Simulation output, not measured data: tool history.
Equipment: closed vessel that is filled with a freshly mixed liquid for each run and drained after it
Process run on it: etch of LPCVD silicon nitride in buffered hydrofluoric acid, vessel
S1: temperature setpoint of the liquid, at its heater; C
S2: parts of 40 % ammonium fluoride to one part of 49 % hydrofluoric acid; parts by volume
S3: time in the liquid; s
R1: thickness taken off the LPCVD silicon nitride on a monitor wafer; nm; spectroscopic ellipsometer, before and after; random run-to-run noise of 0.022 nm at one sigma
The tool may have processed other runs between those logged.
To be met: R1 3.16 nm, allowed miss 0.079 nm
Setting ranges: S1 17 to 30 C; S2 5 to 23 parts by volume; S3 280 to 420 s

run	hour	S1	S2	S3	R1
1	0	22	14	420	3.3279
2	6.3	22	14	280	2.2185
3	13.7	25.5	14	280	2.6361
4	16.9	23.5	14	280	2.3558
5	22.7	24	13.5	280	2.5283
6	24.9	22.5	13.5	280	2.3241
# hour 27.7: thermometer replaced
7	27.7	23.5	13.5	280	2.7458
8	30.9	24	13.5	280	2.817
9	32.6	24.5	13.5	280	2.8693
10	35.1	25.5	13.5	280	3.0202

Which single option among these 5 for the next run brings every result within its allowed miss of target? Just one does.
A	37.6	26.5	16.5	310	?
B	37.6	25.5	15	290	?
C	37.6	21.5	14.5	375	?
D	37.6	25.5	14	305	?
E	37.6	28.5	18	305	?

move	R1
A	2.8923
B	2.8153
C	3.0229
D	3.1683
E	2.9072
A: further off than the last run
B: further off than the last run
C: as far off as the last run
D: each result inside its tolerance
E: further off than the last run
D is the move that brings every result within its allowed miss.
